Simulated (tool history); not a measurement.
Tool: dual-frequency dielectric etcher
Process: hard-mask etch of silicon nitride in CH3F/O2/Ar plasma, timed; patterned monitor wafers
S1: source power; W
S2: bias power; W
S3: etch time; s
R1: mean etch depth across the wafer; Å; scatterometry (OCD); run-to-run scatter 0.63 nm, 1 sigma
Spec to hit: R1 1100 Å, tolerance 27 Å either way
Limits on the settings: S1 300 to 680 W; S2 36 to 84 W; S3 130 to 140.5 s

Run 1, hour 0: S1 490 W, S2 60 W, S3 140.5 s. Result: R1 906.01 Å.
Run 2, hour 8.7: S1 490 W, S2 60 W, S3 130 s. Result: R1 846.44 Å.
Run 3, hour 10.8: S1 500 W, S2 62 W, S3 131 s. Result: R1 870.74 Å.
Run 4, hour 12: S1 500 W, S2 62 W, S3 130 s. Result: R1 853.7 Å.
Run 5, hour 16.2: S1 520 W, S2 64 W, S3 131 s. Result: R1 888.94 Å.
Run 6, hour 19.5: S1 440 W, S2 64 W, S3 131 s. Result: R1 812.02 Å.
Run 7, hour 24.9: S1 460 W, S2 65 W, S3 131.5 s. Result: R1 848.83 Å.
Run 8, hour 25.9: S1 480 W, S2 66 W, S3 132 s. Result: R1 875.36 Å.
Run 9, hour 32.1: S1 500 W, S2 67 W, S3 132 s. Result: R1 885.9 Å.
Run 10, hour 40.2: S1 520 W, S2 68 W, S3 132.5 s. Result: R1 928.53 Å.
Run 11, hour 47.1: S1 530 W, S2 68 W, S3 132.5 s. Result: R1 928.75 Å.
Run 12, hour 50.9: S1 540 W, S2 69 W, S3 132.5 s. Result: R1 935.97 Å.
Run 13, hour 55.2: S1 640 W, S2 81 W, S3 139 s. Result: R1 1134.8 Å.

Of the 5 settings listed for the next run, only one would bring every result within its allowed miss of target. Which one?
Run A, hour 59.5: S1 670 W, S2 81 W, S3 140.5 s. Result: R1 ?.
Run B, hour 59.5: S1 640 W, S2 80 W, S3 135.5 s. Result: R1 ?.
Run C, hour 59.5: S1 630 W, S2 68 W, S3 135 s. Result: R1 ?.
Run D, hour 59.5: S1 580 W, S2 76 W, S3 136 s. Result: R1 ?.
Run E, hour 59.5: S1 530 W, S2 82 W, S3 136 s. Result: R1 ?.

move      R1
   A  1165.2
   B  1095.5
   C  1019.9
   D  1030.8
   E  1017.4
A: moves away from the targets compared with the last run
B: every result lands within tolerance
C: carries the result that was furthest off beyond its target, to the other side
D: carries the result that was furthest off beyond its target, to the other side
E: carries the result that was furthest off beyond its target, to the other side
B is the move that brings every result within its allowed miss.
